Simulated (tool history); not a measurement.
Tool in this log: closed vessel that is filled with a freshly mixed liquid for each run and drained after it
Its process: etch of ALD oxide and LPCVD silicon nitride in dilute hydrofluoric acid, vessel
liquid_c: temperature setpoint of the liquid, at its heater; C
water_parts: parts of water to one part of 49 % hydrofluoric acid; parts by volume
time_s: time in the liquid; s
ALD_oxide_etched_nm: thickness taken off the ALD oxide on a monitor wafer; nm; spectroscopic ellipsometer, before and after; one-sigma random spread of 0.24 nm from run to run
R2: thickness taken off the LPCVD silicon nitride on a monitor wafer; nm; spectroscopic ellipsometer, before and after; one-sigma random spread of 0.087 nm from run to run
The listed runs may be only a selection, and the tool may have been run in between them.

Run 1, hour 0.0: liquid_c 21.0 C, water_parts 90 parts by volume, time_s 105 s. Result: ALD_oxide_etched_nm 13.3190 nm, R2 0.58197 nm.
Run 2, hour 6.3: liquid_c 23.5 C, water_parts 90 parts by volume, time_s 105 s. Result: ALD_oxide_etched_nm 14.7490 nm, R2 0.65880 nm.
Run 3, hour 8.4: liquid_c 23.5 C, water_parts 90 parts by volume, time_s 85 s. Result: ALD_oxide_etched_nm 11.8940 nm, R2 0.56715 nm.
Run 4, hour 16.7: liquid_c 23.5 C, water_parts 90 parts by volume, time_s 60 s. Result: ALD_oxide_etched_nm 8.3493 nm, R2 0.41455 nm.
Run 5, hour 23.0: liquid_c 23.5 C, water_parts 90 parts by volume, time_s 90 s. Result: ALD_oxide_etched_nm 12.6260 nm, R2 0.57668 nm.
Run 6, hour 29.3: liquid_c 23.5 C, water_parts 90 parts by volume, time_s 125 s. Result: ALD_oxide_etched_nm 17.7050 nm, R2 0.86001 nm.
Run 7, hour 34.8: liquid_c 24.0 C, water_parts 75 parts by volume, time_s 125 s. Result: ALD_oxide_etched_nm 21.9030 nm, R2 1.08200 nm.
Run 8, hour 36.5: liquid_c 24.5 C, water_parts 65 parts by volume, time_s 125 s. Result: ALD_oxide_etched_nm 26.0310 nm, R2 1.29240 nm.
Run 9, hour 41.7: liquid_c 25.0 C, water_parts 60 parts by volume, time_s 125 s. Result: ALD_oxide_etched_nm 29.0150 nm, R2 1.38290 nm.

Run 10 has not been measured yet. What should we expect?
Run 10, hour 43.1: liquid_c 25.5 C, water_parts 60 parts by volume, time_s 125 s. Result: ALD_oxide_etched_nm ?, R2 ?.

For run 10 the tool returned ALD_oxide_etched_nm 29.4650 nm, R2 1.27330 nm.
